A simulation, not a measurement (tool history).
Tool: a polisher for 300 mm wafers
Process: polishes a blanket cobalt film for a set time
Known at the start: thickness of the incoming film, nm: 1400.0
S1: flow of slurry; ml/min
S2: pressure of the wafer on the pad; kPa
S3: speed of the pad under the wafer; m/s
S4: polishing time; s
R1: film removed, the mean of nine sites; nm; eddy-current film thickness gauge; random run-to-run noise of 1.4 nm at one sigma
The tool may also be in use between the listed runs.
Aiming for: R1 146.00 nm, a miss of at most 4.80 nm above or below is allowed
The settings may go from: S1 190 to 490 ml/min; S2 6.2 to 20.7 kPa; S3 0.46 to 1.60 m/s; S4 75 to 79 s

| run | day | S1 | S2 | S3 | S4 | R1 |
|---|---|---|---|---|---|---|
| 1 | 0.000 | 315 | 13.1 | 1.02 | 75 | 318.80 |
| 2 | 0.138 | 315 | 11.7 | 0.98 | 75 | 273.62 |
| 3 | 0.400 | 315 | 11.7 | 0.98 | 75 | 276.34 |
| 4 | 0.625 | 315 | 11.7 | 1.12 | 75 | 311.63 |
| 5 | 0.762 | 375 | 11.7 | 1.12 | 75 | 314.87 |
| 6 | 0.971 | 375 | 11.7 | 0.96 | 75 | 273.50 |
| 7 | 1.329 | 375 | 11.0 | 0.92 | 75 | 250.76 |
| 8 | 1.462 | 375 | 10.3 | 0.88 | 75 | 221.20 |
| 9 | 1.788 | 375 | 9.7 | 0.88 | 75 | 207.65 |
| 10 | 1.871 | 375 | 9.0 | 0.88 | 75 | 191.72 |
| 11 | 2.238 | 370 | 6.2 | 0.84 | 75 | 130.47 |

Exactly one of the 4 candidate moves below puts every result within its allowed miss. Which one?
| A | 2.604 | 475 | 6.9 | 0.78 | 75 | ? |
| B | 2.604 | 380 | 6.2 | 0.84 | 75 | ? |
| C | 2.604 | 380 | 6.2 | 0.94 | 75 | ? |
| D | 2.604 | 305 | 6.2 | 0.84 | 78 | ? |

| move | R1 |
|---|---|
| A | 136.84 |
| B | 131.24 |
| C | 146.30 |
| D | 134.27 |
A: closer than the last run, but not yet in spec
B: no better and no worse than the last run
C: every result within its allowed miss
D: closer than the last run, but not yet in spec
Correct choice: C, which meets every target

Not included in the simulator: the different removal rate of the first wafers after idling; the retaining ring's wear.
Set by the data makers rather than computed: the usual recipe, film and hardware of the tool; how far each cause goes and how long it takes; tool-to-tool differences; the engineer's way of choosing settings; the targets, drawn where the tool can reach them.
